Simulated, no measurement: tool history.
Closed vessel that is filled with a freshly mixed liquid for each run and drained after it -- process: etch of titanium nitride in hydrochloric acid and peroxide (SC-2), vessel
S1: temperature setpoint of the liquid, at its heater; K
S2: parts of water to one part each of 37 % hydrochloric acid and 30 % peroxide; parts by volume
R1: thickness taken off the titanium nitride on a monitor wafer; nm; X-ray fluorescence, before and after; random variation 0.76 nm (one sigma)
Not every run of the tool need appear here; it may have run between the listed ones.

{"run": 1, "hour": 0.0, "S1": 319.15, "S2": 6, "time in the liquid (s)": 2705, "R1": 43.403}
{"run": 2, "hour": 2.5, "S1": 319.15, "S2": 6.5, "time in the liquid (s)": 2705, "R1": 40.905}
{"run": 3, "hour": 6.2, "S1": 319.15, "S2": 6.5, "time in the liquid (s)": 2910, "R1": 43.73}
{"run": 4, "hour": 15.3, "S1": 321.65, "S2": 6.5, "time in the liquid (s)": 2910, "R1": 51.594}
{"run": 5, "hour": 22.3, "S1": 321.65, "S2": 5, "time in the liquid (s)": 2910, "R1": 63.445}
{"run": 6, "hour": 30.5, "S1": 321.65, "S2": 6, "time in the liquid (s)": 2910, "R1": 55.504}
{"run": 7, "hour": 35.4, "S1": 323.15, "S2": 6, "time in the liquid (s)": 2910, "R1": 61.43}
{"run": 8, "hour": 42.0, "S1": 324.15, "S2": 6, "time in the liquid (s)": 2910, "R1": 66.168}
{"run": 9, "hour": 50.0, "S1": 325.15, "S2": 6, "time in the liquid (s)": 2910, "R1": 69.552}
{"run": 10, "hour": 57.3, "S1": 325.15, "S2": 6, "time in the liquid (s)": 2910, "R1": 69.586}
{"run": 11, "hour": 61.5, "S1": 326.15, "S2": 6, "time in the liquid (s)": 2910, "R1": 73.311}

Predict the results of run 12:
{"run": 12, "hour": 64.0, "S1": 326.65, "S2": 6, "time in the liquid (s)": 2910, "R1": "?"}

Run 12 yielded R1 77.92 nm.
